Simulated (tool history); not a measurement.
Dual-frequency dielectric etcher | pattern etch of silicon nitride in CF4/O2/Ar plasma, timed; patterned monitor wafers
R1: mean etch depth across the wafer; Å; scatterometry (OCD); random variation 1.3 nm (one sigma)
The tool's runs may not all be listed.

Run 1, hour 0: source power (W) 630, bias power (W) 45, Ar flow (sccm) 118, CF4 flow (sccm) 85, etch time (s) 167. Result: R1 3426.8 Å.
Run 2, hour 2.1: source power (W) 630, bias power (W) 45, Ar flow (sccm) 118, CF4 flow (sccm) 100, etch time (s) 167. Result: R1 3502.2 Å.
Run 3, hour 3.5: source power (W) 630, bias power (W) 45, Ar flow (sccm) 118, CF4 flow (sccm) 100, etch time (s) 174.5. Result: R1 3662.3 Å.
Run 4, hour 5.7: source power (W) 630, bias power (W) 37, Ar flow (sccm) 118, CF4 flow (sccm) 100, etch time (s) 174.5. Result: R1 3522.1 Å.
Run 5, hour 11.3: source power (W) 600, bias power (W) 37, Ar flow (sccm) 118, CF4 flow (sccm) 100, etch time (s) 174.5. Result: R1 3387.9 Å.
Run 6, hour 14.3: source power (W) 580, bias power (W) 37, Ar flow (sccm) 118, CF4 flow (sccm) 100, etch time (s) 174.5. Result: R1 3340.2 Å.

The next listed run, before its measurement:
Run 7, hour 22.2: source power (W) 550, bias power (W) 37, Ar flow (sccm) 118, CF4 flow (sccm) 100, etch time (s) 174.5. Result: R1 ?.

Run 7 gave R1 3241.8 Å.
